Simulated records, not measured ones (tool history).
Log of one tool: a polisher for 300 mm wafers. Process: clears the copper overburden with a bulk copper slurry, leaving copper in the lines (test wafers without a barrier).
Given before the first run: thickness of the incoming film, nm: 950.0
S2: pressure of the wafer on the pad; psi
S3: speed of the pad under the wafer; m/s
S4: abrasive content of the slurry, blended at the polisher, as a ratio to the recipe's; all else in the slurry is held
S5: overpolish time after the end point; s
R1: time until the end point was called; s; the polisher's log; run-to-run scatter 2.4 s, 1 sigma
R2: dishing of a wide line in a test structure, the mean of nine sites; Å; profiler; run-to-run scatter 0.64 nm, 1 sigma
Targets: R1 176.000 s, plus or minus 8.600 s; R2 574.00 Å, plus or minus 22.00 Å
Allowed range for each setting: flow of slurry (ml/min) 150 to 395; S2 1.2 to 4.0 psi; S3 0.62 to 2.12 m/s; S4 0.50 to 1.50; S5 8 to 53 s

{"run": 1, "hour": 0.0, "flow of slurry (ml/min)": 250, "S2": 2.6, "S3": 1.36, "S4": 1.0, "S5": 27, "R1": 72.272, "R2": 947.22}
{"run": 2, "hour": 7.5, "flow of slurry (ml/min)": 250, "S2": 2.6, "S3": 1.36, "S4": 1.1, "S5": 27, "R1": 69.753, "R2": 950.03}
{"run": 3, "hour": 13.2, "flow of slurry (ml/min)": 250, "S2": 2.2, "S3": 1.2, "S4": 1.1, "S5": 21, "R1": 90.69, "R2": 792.11}
{"run": 4, "hour": 17.8, "flow of slurry (ml/min)": 275, "S2": 2.2, "S3": 1.2, "S4": 1.1, "S5": 21, "R1": 88.777, "R2": 811.22}
{"run": 5, "hour": 20.9, "flow of slurry (ml/min)": 265, "S2": 1.9, "S3": 1.08, "S4": 1.1, "S5": 20, "R1": 114.01, "R2": 673.28}
{"run": 6, "hour": 21.9, "flow of slurry (ml/min)": 265, "S2": 1.9, "S3": 1.08, "S4": 1.1, "S5": 11, "R1": 114.18, "R2": 481.43}
{"run": 7, "hour": 27.8, "flow of slurry (ml/min)": 265, "S2": 1.9, "S3": 1.08, "S4": 1.1, "S5": 11, "R1": 115.71, "R2": 475.17}
{"run": 8, "hour": 34.3, "flow of slurry (ml/min)": 260, "S2": 1.2, "S3": 0.76, "S4": 1.05, "S5": 24, "R1": 236.27, "R2": 457.53}
{"run": 9, "hour": 38.2, "flow of slurry (ml/min)": 270, "S2": 1.4, "S3": 0.76, "S4": 1.05, "S5": 24, "R1": 204.96, "R2": 522.1}
{"run": 10, "hour": 39.5, "flow of slurry (ml/min)": 290, "S2": 1.4, "S3": 0.76, "S4": 1.05, "S5": 24, "R1": 204.49, "R2": 538.7}
{"run": 11, "hour": 47.2, "flow of slurry (ml/min)": 305, "S2": 1.4, "S3": 0.78, "S4": 1.05, "S5": 23, "R1": 195.05, "R2": 516.31}
{"run": 12, "hour": 51.5, "flow of slurry (ml/min)": 315, "S2": 1.4, "S3": 0.78, "S4": 1.05, "S5": 23, "R1": 193.69, "R2": 515.42}
{"run": 13, "hour": 54.4, "flow of slurry (ml/min)": 320, "S2": 1.5, "S3": 0.78, "S4": 1.05, "S5": 23, "R1": 183.95, "R2": 555.63}
{"run": 14, "hour": 59.8, "flow of slurry (ml/min)": 325, "S2": 1.5, "S3": 0.78, "S4": 1.05, "S5": 23, "R1": 182.41, "R2": 545.48}
{"run": 15, "hour": 67.7, "flow of slurry (ml/min)": 330, "S2": 1.5, "S3": 0.78, "S4": 1.05, "S5": 23, "R1": 180.47, "R2": 547.74}
{"run": 16, "hour": 74.2, "flow of slurry (ml/min)": 335, "S2": 1.5, "S3": 0.78, "S4": 1.05, "S5": 23, "R1": 181.39, "R2": 551.54}

Which one of the following 5 next-run settings gets every result inside its allowed miss? There is exactly one.
{"run": "A", "hour": 80.7, "flow of slurry (ml/min)": 300, "S2": 1.8, "S3": 0.66, "S4": 0.9, "S5": 28, "R1": "?", "R2": "?"}
{"run": "B", "hour": 80.7, "flow of slurry (ml/min)": 295, "S2": 1.3, "S3": 1.02, "S4": 1.0, "S5": 20, "R1": "?", "R2": "?"}
{"run": "C", "hour": 80.7, "flow of slurry (ml/min)": 305, "S2": 1.6, "S3": 0.78, "S4": 1.0, "S5": 23, "R1": "?", "R2": "?"}
{"run": "D", "hour": 80.7, "flow of slurry (ml/min)": 260, "S2": 1.2, "S3": 0.96, "S4": 1.15, "S5": 26, "R1": "?", "R2": "?"}
{"run": "E", "hour": 80.7, "flow of slurry (ml/min)": 345, "S2": 1.4, "S3": 0.76, "S4": 1.05, "S5": 24, "R1": "?", "R2": "?"}

move=A R1=180.430 R2=630.52
move=B R1=170.720 R2=509.94
move=C R1=172.420 R2=569.37
move=D R1=187.240 R2=548.65
move=E R1=194.780 R2=531.75
A: carries the result that was furthest off beyond its target, to the other side
B: its largest miss is bigger than the last run's
C: each result inside its tolerance
D: its largest miss is bigger than the last run's
E: its largest miss is bigger than the last run's
Correct choice: C, which meets every target

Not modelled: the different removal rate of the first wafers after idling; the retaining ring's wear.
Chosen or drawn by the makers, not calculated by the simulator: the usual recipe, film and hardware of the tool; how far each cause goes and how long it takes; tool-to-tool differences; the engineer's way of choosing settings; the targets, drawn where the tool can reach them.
